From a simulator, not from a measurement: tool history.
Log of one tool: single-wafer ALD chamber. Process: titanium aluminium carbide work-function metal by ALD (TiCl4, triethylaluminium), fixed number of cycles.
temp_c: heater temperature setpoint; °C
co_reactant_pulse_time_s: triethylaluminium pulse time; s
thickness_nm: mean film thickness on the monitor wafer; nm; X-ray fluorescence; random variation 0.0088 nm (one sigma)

run,day,temp_c,co_reactant_pulse_time_s,thickness_nm
1,0,315,11.42,2.3753
2,0.1,320,11.42,2.4193
3,0.438,320,14.23,2.4508
4,0.596,324,14.66,2.4906
5,0.925,324,11.8,2.4706
6,1.288,314,11.8,2.3918
7,1.458,321,12.87,2.4494
8,1.525,325,13.34,2.4971
9,1.571,325,13.34,2.4934

The next listed run, before its measurement:
10,1.771,328,13.6,?

thickness_nm: 2.52 nm
